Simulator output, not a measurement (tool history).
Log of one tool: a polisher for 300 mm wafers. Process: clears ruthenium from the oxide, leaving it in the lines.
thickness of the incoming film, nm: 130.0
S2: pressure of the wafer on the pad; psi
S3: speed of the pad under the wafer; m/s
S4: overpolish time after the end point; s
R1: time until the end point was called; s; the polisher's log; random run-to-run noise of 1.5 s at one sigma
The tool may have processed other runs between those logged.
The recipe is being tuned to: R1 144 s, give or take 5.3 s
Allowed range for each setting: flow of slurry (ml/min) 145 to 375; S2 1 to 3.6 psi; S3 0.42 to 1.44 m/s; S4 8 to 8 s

{"run": 1, "hour": 0.0, "flow of slurry (ml/min)": 240, "S2": 2.3, "S3": 0.92, "S4": 8, "R1": 122.54}
{"run": 2, "hour": 2.2, "flow of slurry (ml/min)": 240, "S2": 1.7, "S3": 0.92, "S4": 8, "R1": 166.3}
{"run": 3, "hour": 7.8, "flow of slurry (ml/min)": 210, "S2": 1.7, "S3": 0.92, "S4": 8, "R1": 167.6}
{"run": 4, "hour": 11.9, "flow of slurry (ml/min)": 230, "S2": 1.7, "S3": 0.92, "S4": 8, "R1": 163.77}
{"run": 5, "hour": 17.4, "flow of slurry (ml/min)": 230, "S2": 1.1, "S3": 0.92, "S4": 8, "R1": 249.3}
{"run": 6, "hour": 20.5, "flow of slurry (ml/min)": 230, "S2": 1.1, "S3": 0.72, "S4": 8, "R1": 310.7}
{"run": 7, "hour": 29.0, "flow of slurry (ml/min)": 230, "S2": 1.3, "S3": 0.72, "S4": 8, "R1": 265.99}
{"run": 8, "hour": 33.4, "flow of slurry (ml/min)": 230, "S2": 1.4, "S3": 0.72, "S4": 8, "R1": 251.53}
{"run": 9, "hour": 36.8, "flow of slurry (ml/min)": 230, "S2": 1.5, "S3": 0.72, "S4": 8, "R1": 234.96}
{"run": 10, "hour": 38.4, "flow of slurry (ml/min)": 230, "S2": 1.6, "S3": 0.72, "S4": 8, "R1": 219.46}
{"run": 11, "hour": 42.1, "flow of slurry (ml/min)": 230, "S2": 1.7, "S3": 0.72, "S4": 8, "R1": 205.54}
{"run": 12, "hour": 50.1, "flow of slurry (ml/min)": 235, "S2": 2.3, "S3": 0.74, "S4": 8, "R1": 152.53}
{"run": 13, "hour": 54.2, "flow of slurry (ml/min)": 235, "S2": 2.3, "S3": 0.74, "S4": 8, "R1": 147.4}

Which one of the following 5 next-run settings gets every result inside its allowed miss? There is exactly one.
{"run": "A", "hour": 58.3, "flow of slurry (ml/min)": 225, "S2": 2.4, "S3": 0.68, "S4": 8, "R1": "?"}
{"run": "B", "hour": 58.3, "flow of slurry (ml/min)": 240, "S2": 2.4, "S3": 0.8, "S4": 8, "R1": "?"}
{"run": "C", "hour": 58.3, "flow of slurry (ml/min)": 190, "S2": 2.2, "S3": 0.78, "S4": 8, "R1": "?"}
{"run": "D", "hour": 58.3, "flow of slurry (ml/min)": 245, "S2": 2.6, "S3": 0.68, "S4": 8, "R1": "?"}
{"run": "E", "hour": 58.3, "flow of slurry (ml/min)": 270, "S2": 2.1, "S3": 0.76, "S4": 8, "R1": "?"}

move=A R1=160.7
move=B R1=136.31
move=C R1=157.03
move=D R1=147.1
move=E R1=160.84
A: misses by more than the last run did
B: takes the result that was furthest off past its target
C: misses by more than the last run did
D: all results in spec
E: misses by more than the last run did
Go with D: it meets all targets.

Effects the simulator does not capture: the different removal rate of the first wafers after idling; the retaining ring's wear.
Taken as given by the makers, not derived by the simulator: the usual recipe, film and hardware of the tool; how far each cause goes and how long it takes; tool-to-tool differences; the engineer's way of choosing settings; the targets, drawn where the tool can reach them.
